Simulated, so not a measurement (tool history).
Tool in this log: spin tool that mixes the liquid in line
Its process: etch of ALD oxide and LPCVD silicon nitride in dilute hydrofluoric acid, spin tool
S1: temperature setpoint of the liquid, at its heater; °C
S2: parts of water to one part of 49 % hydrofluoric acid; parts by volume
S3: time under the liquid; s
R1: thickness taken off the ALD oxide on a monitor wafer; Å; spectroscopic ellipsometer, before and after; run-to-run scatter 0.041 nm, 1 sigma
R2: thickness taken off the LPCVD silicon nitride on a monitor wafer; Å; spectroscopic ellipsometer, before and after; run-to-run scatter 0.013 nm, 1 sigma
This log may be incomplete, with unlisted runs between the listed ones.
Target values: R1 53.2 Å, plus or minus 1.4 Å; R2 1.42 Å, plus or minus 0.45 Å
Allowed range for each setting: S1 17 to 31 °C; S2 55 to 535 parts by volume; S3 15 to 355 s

{"run": 1, "hour": 0.0, "S1": 23, "S2": 295, "S3": 180, "R1": 136.81, "R2": 3.2895}
{"run": 2, "hour": 7.6, "S1": 23, "S2": 295, "S3": 150, "R1": 114.51, "R2": 2.5895}
{"run": 3, "hour": 15.8, "S1": 22, "S2": 325, "S3": 150, "R1": 97.702, "R2": 2.1412}
{"run": 4, "hour": 23.3, "S1": 20, "S2": 325, "S3": 150, "R1": 90.889, "R2": 2.0841}
{"run": 5, "hour": 32.0, "S1": 20, "S2": 220, "S3": 150, "R1": 147.5, "R2": 3.2515}
{"run": 6, "hour": 38.9, "S1": 19.5, "S2": 260, "S3": 150, "R1": 118.74, "R2": 2.1131}
{"run": 7, "hour": 45.0, "S1": 20, "S2": 300, "S3": 150, "R1": 100.57, "R2": 2.0665}
{"run": 8, "hour": 50.1, "S1": 20, "S2": 325, "S3": 150, "R1": 90.07, "R2": 2.0926}
{"run": 9, "hour": 56.0, "S1": 19.5, "S2": 345, "S3": 150, "R1": 82.541, "R2": 1.7795}
{"run": 10, "hour": 62.8, "S1": 19.5, "S2": 365, "S3": 150, "R1": 77.343, "R2": 1.7926}
{"run": 11, "hour": 64.6, "S1": 19, "S2": 380, "S3": 150, "R1": 71.975, "R2": 1.7594}
{"run": 12, "hour": 68.5, "S1": 18.5, "S2": 390, "S3": 150, "R1": 68.339, "R2": 1.6537}
{"run": 13, "hour": 75.5, "S1": 18.5, "S2": 400, "S3": 150, "R1": 64.984, "R2": 1.3}
{"run": 14, "hour": 83.9, "S1": 19, "S2": 410, "S3": 150, "R1": 64.414, "R2": 1.3777}
{"run": 15, "hour": 90.5, "S1": 19, "S2": 420, "S3": 150, "R1": 62.283, "R2": 1.4879}
{"run": 16, "hour": 96.5, "S1": 19, "S2": 420, "S3": 150, "R1": 61.875, "R2": 1.3099}
{"run": 17, "hour": 104.3, "S1": 19, "S2": 425, "S3": 150, "R1": 61.586, "R2": 1.5941}
{"run": 18, "hour": 111.0, "S1": 19, "S2": 425, "S3": 150, "R1": 61.299, "R2": 1.2949}
{"run": 19, "hour": 115.3, "S1": 19, "S2": 430, "S3": 150, "R1": 60.512, "R2": 1.4586}
{"run": 20, "hour": 120.5, "S1": 19, "S2": 435, "S3": 150, "R1": 59.282, "R2": 1.3421}
{"run": 21, "hour": 124.2, "S1": 19, "S2": 440, "S3": 150, "R1": 58.804, "R2": 1.4017}
{"run": 22, "hour": 128.6, "S1": 19, "S2": 445, "S3": 150, "R1": 57.851, "R2": 1.3939}
{"run": 23, "hour": 131.1, "S1": 19, "S2": 450, "S3": 150, "R1": 56.781, "R2": 1.5169}
{"run": 24, "hour": 135.0, "S1": 18.5, "S2": 455, "S3": 150, "R1": 54.944, "R2": 1.44}

Exactly one of the 5 candidate moves below puts every result within its allowed miss. Which one?
{"run": "A", "hour": 138.9, "S1": 17, "S2": 405, "S3": 145, "R1": "?", "R2": "?"}
{"run": "B", "hour": 138.9, "S1": 19, "S2": 480, "S3": 165, "R1": "?", "R2": "?"}
{"run": "C", "hour": 138.9, "S1": 18, "S2": 515, "S3": 185, "R1": "?", "R2": "?"}
{"run": "D", "hour": 138.9, "S1": 17, "S2": 445, "S3": 160, "R1": "?", "R2": "?"}
{"run": "E", "hour": 138.9, "S1": 19.5, "S2": 535, "S3": 175, "R1": "?", "R2": "?"}

move=A R1=58.418 R2=1.2603
move=B R1=56.774 R2=1.3829
move=C R1=55.866 R2=1.3642
move=D R1=56.903 R2=1.2726
move=E R1=52.691 R2=1.3629
A: moves away from the targets compared with the last run
B: moves away from the targets compared with the last run
C: moves away from the targets compared with the last run
D: moves away from the targets compared with the last run
E: each result inside its tolerance
Go with E: it meets all targets.
